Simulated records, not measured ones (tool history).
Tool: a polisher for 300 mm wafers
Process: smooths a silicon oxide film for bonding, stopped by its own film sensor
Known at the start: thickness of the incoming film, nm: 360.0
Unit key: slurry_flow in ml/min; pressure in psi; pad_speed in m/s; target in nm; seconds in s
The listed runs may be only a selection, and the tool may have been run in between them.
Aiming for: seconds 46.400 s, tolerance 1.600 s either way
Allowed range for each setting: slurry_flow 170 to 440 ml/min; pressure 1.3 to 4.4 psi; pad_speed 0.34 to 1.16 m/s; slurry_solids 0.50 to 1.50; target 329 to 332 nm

run 1 hour=0.0 | slurry_flow=280 pressure=2.8 pad_speed=0.74 slurry_solids=1.00 target=329 | seconds=39.762
run 2 hour=8.4 | slurry_flow=280 pressure=2.7 pad_speed=0.74 slurry_solids=1.00 target=329 | seconds=41.372
run 3 hour=17.0 | slurry_flow=280 pressure=2.7 pad_speed=0.74 slurry_solids=1.00 target=329 | seconds=41.309
run 4 hour=24.5 | slurry_flow=320 pressure=2.7 pad_speed=0.74 slurry_solids=1.00 target=329 | seconds=40.258
run 5 hour=28.6 | slurry_flow=320 pressure=2.2 pad_speed=0.74 slurry_solids=1.00 target=329 | seconds=49.284
run 6 hour=34.1 | slurry_flow=320 pressure=1.6 pad_speed=0.74 slurry_solids=1.00 target=329 | seconds=66.361
run 7 hour=37.1 | slurry_flow=320 pressure=1.6 pad_speed=0.74 slurry_solids=1.00 target=329 | seconds=67.078
run 8 hour=38.7 | slurry_flow=335 pressure=1.8 pad_speed=0.74 slurry_solids=1.00 target=329 | seconds=60.162
run 9 hour=42.2 | slurry_flow=340 pressure=2.0 pad_speed=0.74 slurry_solids=1.00 target=329 | seconds=54.352
run 10 hour=44.5 | slurry_flow=350 pressure=2.1 pad_speed=0.74 slurry_solids=1.00 target=329 | seconds=50.532
run 11 hour=47.3 | slurry_flow=365 pressure=2.1 pad_speed=0.74 slurry_solids=1.00 target=329 | seconds=51.547
run 12 hour=52.2 | slurry_flow=370 pressure=2.2 pad_speed=0.74 slurry_solids=1.00 target=329 | seconds=48.825
run 13 hour=58.8 | slurry_flow=375 pressure=2.2 pad_speed=0.74 slurry_solids=1.00 target=329 | seconds=49.190

Exactly one of the 5 candidate moves below puts every result within its allowed miss. Which one?
run A hour=65.4 | slurry_flow=360 pressure=2.2 pad_speed=0.78 slurry_solids=1.05 target=329 | seconds=?
run B hour=65.4 | slurry_flow=355 pressure=2.1 pad_speed=0.78 slurry_solids=1.00 target=329 | seconds=?
run C hour=65.4 | slurry_flow=380 pressure=1.9 pad_speed=0.72 slurry_solids=1.15 target=330 | seconds=?
run D hour=65.4 | slurry_flow=410 pressure=2.0 pad_speed=0.76 slurry_solids=0.90 target=329 | seconds=?
run E hour=65.4 | slurry_flow=375 pressure=2.1 pad_speed=0.74 slurry_solids=1.00 target=329 | seconds=?

move=A seconds=45.156
move=B seconds=48.287
move=C seconds=51.252
move=D seconds=53.552
move=E seconds=50.053
A: every result lands within tolerance
B: an improvement on the last run, though not all results are within tolerance
C: further off than the last run
D: further off than the last run
E: further off than the last run
Move A is the one to make.
